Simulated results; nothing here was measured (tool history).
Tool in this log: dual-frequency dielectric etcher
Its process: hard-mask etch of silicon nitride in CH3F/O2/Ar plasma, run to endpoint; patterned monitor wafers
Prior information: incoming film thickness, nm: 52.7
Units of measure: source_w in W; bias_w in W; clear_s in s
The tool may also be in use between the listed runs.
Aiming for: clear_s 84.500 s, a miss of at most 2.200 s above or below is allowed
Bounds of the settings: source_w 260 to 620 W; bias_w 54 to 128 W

run	hour	source_w	bias_w	clear_s
1	0.0	440	91	68.724
2	0.8	410	87	71.576
3	8.6	410	76	73.941
4	11.0	390	74	77.199
5	15.5	390	88	73.745
6	22.0	370	87	76.288
7	27.9	360	86	77.234
8	31.8	350	85	78.493
9	36.2	270	80	92.487
10	42.2	280	80	91.040
11	48.4	350	85	78.541

Exactly one of the 5 candidate moves below puts every result within its allowed miss. Which one?
A	54.6	340	84	?
B	54.6	360	83	?
C	54.6	430	73	?
D	54.6	310	80	?
E	54.6	370	91	?

move	clear_s
A	78.880
B	76.673
C	72.029
D	84.171
E	73.792
A: closer than the last run, but not yet in spec
B: moves away from the targets compared with the last run
C: moves away from the targets compared with the last run
D: all results land within tolerance of their targets
E: moves away from the targets compared with the last run
Correct choice: D, which meets every target

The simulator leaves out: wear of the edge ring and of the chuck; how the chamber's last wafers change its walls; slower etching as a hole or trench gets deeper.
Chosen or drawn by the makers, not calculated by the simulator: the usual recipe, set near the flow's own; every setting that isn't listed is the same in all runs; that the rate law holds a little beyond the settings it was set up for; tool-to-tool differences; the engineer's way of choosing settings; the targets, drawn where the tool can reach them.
